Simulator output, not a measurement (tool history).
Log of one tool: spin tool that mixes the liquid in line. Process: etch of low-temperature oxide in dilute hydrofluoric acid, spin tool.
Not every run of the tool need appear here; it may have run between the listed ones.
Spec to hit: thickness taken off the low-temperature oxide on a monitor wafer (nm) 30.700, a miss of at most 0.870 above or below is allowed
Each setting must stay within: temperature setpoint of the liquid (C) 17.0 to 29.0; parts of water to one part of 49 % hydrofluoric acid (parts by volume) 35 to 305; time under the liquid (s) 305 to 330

run,hour,temperature setpoint of the liquid (C),parts of water to one part of 49 % hydrofluoric acid (parts by volume),time under the liquid (s),thickness taken off the low-temperature oxide on a monitor wafer (nm)
1,0.0,21.0,170,305,15.903
2,1.5,21.0,220,305,11.606
3,8.1,21.0,185,305,14.189
4,12.2,23.0,160,305,18.327
5,17.1,24.5,145,305,21.774
6,22.1,22.5,145,305,19.919
7,24.8,24.5,135,305,23.764
8,31.6,26.0,135,305,25.024
9,33.6,27.0,130,305,27.412
10,37.2,27.5,130,305,27.628
11,40.4,27.5,130,305,27.351
12,42.0,28.0,125,305,29.315

Of the 4 settings listed for the next run, only one would bring every result within its allowed miss of target. Which one?
A,43.6,28.5,135,305,?
B,43.6,28.5,135,310,?
C,43.6,26.5,115,305,?
D,43.6,28.5,130,305,?

move,thickness taken off the low-temperature oxide on a monitor wafer (nm)
A,28.158
B,28.620
C,31.457
D,29.432
A: the biggest miss grows against the last run
B: the biggest miss grows against the last run
C: each result inside its tolerance
D: gains on the last run, yet a result remains outside its allowed miss
C is the move that brings every result within its allowed miss.

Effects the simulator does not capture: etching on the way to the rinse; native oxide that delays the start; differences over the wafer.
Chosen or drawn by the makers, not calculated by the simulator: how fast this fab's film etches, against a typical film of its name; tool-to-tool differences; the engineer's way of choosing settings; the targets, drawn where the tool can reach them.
